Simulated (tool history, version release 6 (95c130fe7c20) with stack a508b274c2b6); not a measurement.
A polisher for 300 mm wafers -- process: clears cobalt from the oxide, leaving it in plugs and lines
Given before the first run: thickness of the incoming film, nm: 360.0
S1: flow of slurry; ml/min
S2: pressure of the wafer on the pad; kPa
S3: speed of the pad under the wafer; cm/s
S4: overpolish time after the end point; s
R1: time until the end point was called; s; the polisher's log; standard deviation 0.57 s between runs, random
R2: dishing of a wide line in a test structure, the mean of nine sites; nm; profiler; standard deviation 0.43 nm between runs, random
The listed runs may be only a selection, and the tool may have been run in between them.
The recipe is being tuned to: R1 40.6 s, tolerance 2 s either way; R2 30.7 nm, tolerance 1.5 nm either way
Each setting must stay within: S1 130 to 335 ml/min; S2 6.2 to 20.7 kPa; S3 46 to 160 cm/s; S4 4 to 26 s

run,hour,S1,S2,S3,S4,R1,R2
1,0,215,13.1,102,13,66.262,29.138
2,6.7,215,14.5,102,12,60.119,29.647
3,11.2,215,15.9,104,11,56.134,29.8
4,16.5,215,17.2,106,10,50.745,29.379
5,24.3,170,17.2,106,10,52.209,29.148
6,32.1,170,17.2,106,6,51.774,24.247
7,37.4,175,17.9,108,7,47.956,27.169
8,45.7,180,18.6,108,7,45.69,27.229
9,51.4,185,19.3,108,8,43.895,28.731
10,52.3,190,19.3,108,8,44.275,28.753
11,58.1,190,20,108,8,42.801,29.461

Exercise: of the 4 proposed moves below, exactly one satisfies all targets within the stated allowed misses. Which move is it?
A,63.9,195,18.6,120,9,?,?
B,63.9,180,20,126,9,?,?
C,63.9,205,20.7,110,6,?,?
D,63.9,205,19.3,108,7,?,?

move,R1,R2
A,42.098,30.65
B,37.748,31.21
C,41.108,27.661
D,44.774,28.316
A: hits every target within its allowed miss
B: takes the result that was furthest off past its target
C: gets the furthest-off result to its target, but another result is out of tolerance
D: moves away from the targets compared with the last run
A meets every target.

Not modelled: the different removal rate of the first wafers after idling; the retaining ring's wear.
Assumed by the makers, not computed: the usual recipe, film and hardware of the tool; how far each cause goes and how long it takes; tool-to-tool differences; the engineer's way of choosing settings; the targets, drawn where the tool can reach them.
